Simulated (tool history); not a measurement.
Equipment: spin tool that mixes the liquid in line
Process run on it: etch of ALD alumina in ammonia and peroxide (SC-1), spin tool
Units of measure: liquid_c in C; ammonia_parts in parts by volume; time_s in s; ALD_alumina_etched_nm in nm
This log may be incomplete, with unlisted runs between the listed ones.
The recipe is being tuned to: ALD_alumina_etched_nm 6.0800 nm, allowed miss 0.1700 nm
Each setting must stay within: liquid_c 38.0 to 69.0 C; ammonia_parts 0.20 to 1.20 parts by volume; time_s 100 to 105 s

run 1 hour=0.0 | liquid_c=53.0 ammonia_parts=0.80 time_s=100 | ALD_alumina_etched_nm=9.3000
run 2 hour=8.1 | liquid_c=53.0 ammonia_parts=1.00 time_s=100 | ALD_alumina_etched_nm=9.5269
run 3 hour=12.3 | liquid_c=51.0 ammonia_parts=1.00 time_s=100 | ALD_alumina_etched_nm=8.5563
run 4 hour=15.8 | liquid_c=54.0 ammonia_parts=1.00 time_s=100 | ALD_alumina_etched_nm=10.1010
run 5 hour=18.1 | liquid_c=52.0 ammonia_parts=1.00 time_s=100 | ALD_alumina_etched_nm=8.9897
run 6 hour=23.6 | liquid_c=52.0 ammonia_parts=1.00 time_s=100 | ALD_alumina_etched_nm=9.0726
run 7 hour=32.6 | liquid_c=50.5 ammonia_parts=1.00 time_s=100 | ALD_alumina_etched_nm=8.3396
run 8 hour=35.1 | liquid_c=50.5 ammonia_parts=1.00 time_s=100 | ALD_alumina_etched_nm=8.2788
run 9 hour=41.9 | liquid_c=49.5 ammonia_parts=1.00 time_s=100 | ALD_alumina_etched_nm=7.8290
run 10 hour=49.2 | liquid_c=48.5 ammonia_parts=1.00 time_s=100 | ALD_alumina_etched_nm=7.3898
run 11 hour=54.0 | liquid_c=47.5 ammonia_parts=1.00 time_s=100 | ALD_alumina_etched_nm=7.0565
run 12 hour=60.6 | liquid_c=47.0 ammonia_parts=1.00 time_s=100 | ALD_alumina_etched_nm=6.7482
run 13 hour=61.4 | liquid_c=46.5 ammonia_parts=1.00 time_s=100 | ALD_alumina_etched_nm=6.6120
-- hour=67.1 heated supply line repaired
run 14 hour=67.1 | liquid_c=46.0 ammonia_parts=1.00 time_s=100 | ALD_alumina_etched_nm=7.5367
run 15 hour=69.5 | liquid_c=44.0 ammonia_parts=1.00 time_s=100 | ALD_alumina_etched_nm=6.7061
run 16 hour=71.2 | liquid_c=43.5 ammonia_parts=1.00 time_s=100 | ALD_alumina_etched_nm=6.5653
run 17 hour=73.2 | liquid_c=43.0 ammonia_parts=1.00 time_s=100 | ALD_alumina_etched_nm=6.3485

Next run, 4 choices. One meets every target within its allowed miss, the rest don't. Which?
run A hour=75.2 | liquid_c=41.5 ammonia_parts=0.85 time_s=100 | ALD_alumina_etched_nm=?
run B hour=75.2 | liquid_c=42.5 ammonia_parts=0.95 time_s=100 | ALD_alumina_etched_nm=?
run C hour=75.2 | liquid_c=42.5 ammonia_parts=0.85 time_s=105 | ALD_alumina_etched_nm=?
run D hour=75.2 | liquid_c=42.5 ammonia_parts=1.20 time_s=105 | ALD_alumina_etched_nm=?

move=A ALD_alumina_etched_nm=5.7342
move=B ALD_alumina_etched_nm=6.1427
move=C ALD_alumina_etched_nm=6.3815
move=D ALD_alumina_etched_nm=6.5959
A: moves the result that the last run missed by most past its target, out the other side
B: hits every target within its allowed miss
C: misses by more than the last run did
D: misses by more than the last run did
B is the move that brings every result within its allowed miss.

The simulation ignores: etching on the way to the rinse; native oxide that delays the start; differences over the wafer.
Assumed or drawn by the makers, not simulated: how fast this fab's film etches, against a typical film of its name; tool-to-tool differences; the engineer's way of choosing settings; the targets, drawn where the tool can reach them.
